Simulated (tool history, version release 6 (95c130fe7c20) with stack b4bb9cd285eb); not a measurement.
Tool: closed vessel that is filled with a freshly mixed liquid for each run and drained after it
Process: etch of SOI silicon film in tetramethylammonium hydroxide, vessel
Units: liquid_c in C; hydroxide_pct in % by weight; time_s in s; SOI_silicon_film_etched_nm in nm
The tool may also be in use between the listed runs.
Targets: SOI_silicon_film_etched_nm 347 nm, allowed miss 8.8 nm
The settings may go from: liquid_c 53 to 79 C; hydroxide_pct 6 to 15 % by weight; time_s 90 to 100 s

run	hour	liquid_c	hydroxide_pct	time_s	SOI_silicon_film_etched_nm
1	0	66	10	90	484.07
2	8.6	69	10	90	579.09
3	10	69	10	100	644.58
4	15.8	66	10	100	538.55
# hour 20.3: hydroxide flow meter replaced
5	20.3	64	10	100	481.4
6	21.7	62.5	10	100	440.69
7	24.4	61.5	10	100	415.3
8	29.7	58	10	100	336.03

Which of these 5 next moves meets every target?
A	35	59	11	100	?
B	35	59	9.5	100	?
C	35	58	10	95	?
D	35	59	10	90	?
E	35	58	8	90	?

move	SOI_silicon_film_etched_nm
A	342.62
B	361.29
C	315.53
D	318.45
E	324.11
A: meets every target
B: takes the result that was furthest off past its target
C: further off than the last run
D: further off than the last run
E: further off than the last run
Move A is the one to make.
